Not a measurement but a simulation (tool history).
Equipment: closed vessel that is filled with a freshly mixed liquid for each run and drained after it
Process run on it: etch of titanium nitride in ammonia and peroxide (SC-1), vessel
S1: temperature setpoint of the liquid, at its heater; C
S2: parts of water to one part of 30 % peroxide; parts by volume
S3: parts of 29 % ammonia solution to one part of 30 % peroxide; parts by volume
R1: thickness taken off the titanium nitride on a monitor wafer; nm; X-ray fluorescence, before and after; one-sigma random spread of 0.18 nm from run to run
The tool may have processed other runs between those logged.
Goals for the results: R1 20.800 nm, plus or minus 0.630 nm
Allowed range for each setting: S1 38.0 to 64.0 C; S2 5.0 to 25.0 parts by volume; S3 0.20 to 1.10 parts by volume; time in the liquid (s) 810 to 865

Run 1, hour 0.0: S1 48.0 C, S2 14.0 parts by volume, S3 0.60 parts by volume, time in the liquid (s) 810. Result: R1 43.122 nm.
Run 2, hour 9.1: S1 48.0 C, S2 17.0 parts by volume, S3 0.60 parts by volume, time in the liquid (s) 810. Result: R1 39.233 nm.
Run 3, hour 16.1: S1 47.0 C, S2 17.0 parts by volume, S3 0.60 parts by volume, time in the liquid (s) 810. Result: R1 35.882 nm.
Run 4, hour 23.2: S1 47.0 C, S2 17.0 parts by volume, S3 0.40 parts by volume, time in the liquid (s) 810. Result: R1 33.067 nm.
Run 5, hour 31.7: S1 47.0 C, S2 20.0 parts by volume, S3 0.40 parts by volume, time in the liquid (s) 810. Result: R1 30.706 nm.
Run 6, hour 39.6: S1 47.0 C, S2 23.0 parts by volume, S3 0.40 parts by volume, time in the liquid (s) 810. Result: R1 28.385 nm.
Run 7, hour 45.6: S1 46.5 C, S2 23.0 parts by volume, S3 0.40 parts by volume, time in the liquid (s) 810. Result: R1 26.860 nm.
Run 8, hour 47.5: S1 46.0 C, S2 23.0 parts by volume, S3 0.40 parts by volume, time in the liquid (s) 810. Result: R1 26.188 nm.
Run 9, hour 54.7: S1 45.5 C, S2 23.0 parts by volume, S3 0.40 parts by volume, time in the liquid (s) 810. Result: R1 25.779 nm.
Run 10, hour 58.8: S1 45.0 C, S2 23.0 parts by volume, S3 0.40 parts by volume, time in the liquid (s) 810. Result: R1 24.501 nm.
Run 11, hour 63.0: S1 43.5 C, S2 23.0 parts by volume, S3 0.40 parts by volume, time in the liquid (s) 810. Result: R1 21.870 nm.

Of the 4 settings listed for the next run, only one would bring every result within its allowed miss of target. Which one?
Run A, hour 67.2: S1 41.0 C, S2 20.0 parts by volume, S3 0.45 parts by volume, time in the liquid (s) 820. Result: R1 ?.
Run B, hour 67.2: S1 42.5 C, S2 24.5 parts by volume, S3 0.50 parts by volume, time in the liquid (s) 865. Result: R1 ?.
Run C, hour 67.2: S1 41.5 C, S2 22.0 parts by volume, S3 0.50 parts by volume, time in the liquid (s) 865. Result: R1 ?.
Run D, hour 67.2: S1 42.0 C, S2 15.0 parts by volume, S3 0.20 parts by volume, time in the liquid (s) 810. Result: R1 ?.

move      R1
   A  20.976
   B  22.477
   C  22.196
   D  22.440
A: in spec on every target
B: the biggest miss grows against the last run
C: the biggest miss grows against the last run
D: the biggest miss grows against the last run
Correct choice: A, which meets every target
